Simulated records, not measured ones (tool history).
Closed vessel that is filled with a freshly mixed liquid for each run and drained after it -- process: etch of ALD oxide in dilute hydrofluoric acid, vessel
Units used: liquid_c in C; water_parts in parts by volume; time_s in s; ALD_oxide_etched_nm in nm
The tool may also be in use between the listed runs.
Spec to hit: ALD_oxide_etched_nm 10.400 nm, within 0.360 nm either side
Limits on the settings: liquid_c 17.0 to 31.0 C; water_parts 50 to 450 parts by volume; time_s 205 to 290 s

run	hour	liquid_c	water_parts	time_s	ALD_oxide_etched_nm
1	0.0	23.0	250	290	15.114
2	1.3	23.0	170	290	24.128
3	7.3	21.5	170	290	22.800
4	12.0	21.5	170	290	23.329
5	20.0	20.5	215	290	16.621
6	25.9	19.0	215	290	15.515
7	33.8	18.5	235	290	13.846
8	36.0	18.0	250	290	12.523
9	38.6	17.5	260	290	11.650

Exercise: of the 5 proposed moves below, exactly one satisfies all targets within the stated allowed misses. Which move is it?
A	41.2	18.5	270	260	?
B	41.2	18.0	250	290	?
C	41.2	18.5	250	290	?
D	41.2	19.5	245	290	?
E	41.2	17.0	225	290	?

move	ALD_oxide_etched_nm
A	10.552
B	12.695
C	12.941
D	13.779
E	13.874
A: all results in spec
B: misses by more than the last run did
C: misses by more than the last run did
D: misses by more than the last run did
E: misses by more than the last run did
The right move is A.

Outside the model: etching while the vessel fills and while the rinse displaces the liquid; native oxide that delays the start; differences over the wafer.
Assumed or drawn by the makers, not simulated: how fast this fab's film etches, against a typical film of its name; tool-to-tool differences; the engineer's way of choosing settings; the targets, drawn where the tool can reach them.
